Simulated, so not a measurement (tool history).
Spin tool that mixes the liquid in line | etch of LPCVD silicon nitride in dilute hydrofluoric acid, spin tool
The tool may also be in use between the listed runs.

run,hour,temperature setpoint of the liquid (K),parts of water to one part of 49 % hydrofluoric acid (parts by volume),time under the liquid (s),thickness taken off the LPCVD silicon nitride on a monitor wafer (nm)
1,0,299.15,40,260,3.6879
2,3.6,296.65,45,260,2.7129
3,9.9,296.65,45,285,3.0284
4,10.8,295.15,50,285,2.4512
5,18.6,294.15,50,285,2.3785
6,22.2,294.15,50,285,2.3269
7,30.8,294.15,50,285,2.3565
8,38,293.15,55,285,1.9753

The next listed run, before its measurement:
9,39.4,292.65,55,285,?

thickness taken off the LPCVD silicon nitride on a monitor wafer (nm): 1.9101

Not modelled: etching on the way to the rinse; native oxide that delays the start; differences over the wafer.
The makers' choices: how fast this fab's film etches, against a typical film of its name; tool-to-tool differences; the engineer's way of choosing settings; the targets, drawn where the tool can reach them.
